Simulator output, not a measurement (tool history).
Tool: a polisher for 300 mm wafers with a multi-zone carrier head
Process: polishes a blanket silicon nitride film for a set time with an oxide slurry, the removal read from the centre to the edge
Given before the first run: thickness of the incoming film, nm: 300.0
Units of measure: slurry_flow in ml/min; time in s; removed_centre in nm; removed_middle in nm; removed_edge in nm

run	hour	slurry_flow	centre_zone	middle_zone	edge_zone	slurry_solids	time	removed_centre	removed_middle	removed_edge
1	0.0	175	1.00	1.00	1.00	1.00	59	33.850	33.598	34.804
2	3.9	140	1.00	1.00	1.00	1.00	59	32.568	32.706	33.527
3	6.8	155	1.02	1.05	0.99	1.15	59	36.206	37.110	36.678
4	9.5	155	1.02	1.05	0.99	1.15	68	41.718	43.546	42.747
5	11.8	155	1.02	1.00	0.99	1.15	68	41.717	41.362	42.301
6	14.0	155	1.02	1.06	0.99	1.15	68	41.960	42.802	41.727
7	20.9	170	1.02	1.10	0.97	1.20	68	44.149	45.931	42.523

The next listed run, before its measurement:
8	29.6	175	1.01	1.12	0.97	1.25	68	?	?	?

For run 8 the tool returned removed_centre 44.778 nm, removed_middle 48.616 nm, removed_edge 44.218 nm.
